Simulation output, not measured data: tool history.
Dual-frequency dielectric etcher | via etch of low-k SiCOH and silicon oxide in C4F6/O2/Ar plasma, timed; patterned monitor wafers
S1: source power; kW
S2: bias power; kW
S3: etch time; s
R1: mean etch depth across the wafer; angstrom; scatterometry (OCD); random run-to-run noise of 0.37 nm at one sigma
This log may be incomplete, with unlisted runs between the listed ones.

run 1 hour=0 | S1=0.32 S2=0.133 S3=38.5 | R1=720.37
run 2 hour=0.8 | S1=0.32 S2=0.133 S3=40 | R1=750.33
run 3 hour=4.5 | S1=0.32 S2=0.133 S3=38.5 | R1=723.83
run 4 hour=7 | S1=0.36 S2=0.133 S3=38.5 | R1=749.63
run 5 hour=14.5 | S1=0.36 S2=0.133 S3=40 | R1=785.64
run 6 hour=22 | S1=0.41 S2=0.133 S3=40 | R1=822.14
run 7 hour=23 | S1=0.37 S2=0.12 S3=39.5 | R1=755.46
run 8 hour=31.3 | S1=0.34 S2=0.113 S3=39.5 | R1=720.71

The next listed run, before its measurement:
run 9 hour=33.7 | S1=0.32 S2=0.108 S3=39.5 | R1=?

Run 9 measured R1 697.65 angstrom.
